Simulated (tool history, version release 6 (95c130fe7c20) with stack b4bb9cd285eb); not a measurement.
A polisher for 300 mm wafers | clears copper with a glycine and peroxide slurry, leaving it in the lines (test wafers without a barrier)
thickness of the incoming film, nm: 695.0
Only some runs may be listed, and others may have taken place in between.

run  hour  flow of slurry (ml/min)  pressure of the wafer on the pad (kPa)  speed of the pad under the wafer (cm/s)  overpolish time after the end point (s)  time until the end point was called (s)  dishing of a wide line in a test structure (angstrom)
  1     0                      150                                    16.5                                      102                                       25                                   135.09                                                 443.05
  2   4.3                      150                                    16.5                                      120                                       25                                   119.16                                                 453.85
  3    11                      150                                    15.9                                      120                                       25                                   120.96                                                 445.64
  4  15.9                      150                                    15.2                                      120                                       25                                   122.47                                                 439.77
  5  16.5                      150                                    15.2                                      120                                       16                                   125.16                                                 375.96
  6  20.8                      150                                    17.9                                      120                                       16                                   111.37                                                 379.33
  7  29.1                      150                                    17.2                                      120                                       16                                   112.53                                                 394.85
  8  30.4                      145                                    13.1                                      112                                       18                                   143.97                                                 359.69

Run 9 has not been measured yet. What should we expect?
  9  36.8                      145                                    13.1                                      112                                       19                                        ?                                                      ?

Run 9 measured time until the end point was called (s) 146.99, dishing of a wide line in a test structure (angstrom) 349.19.
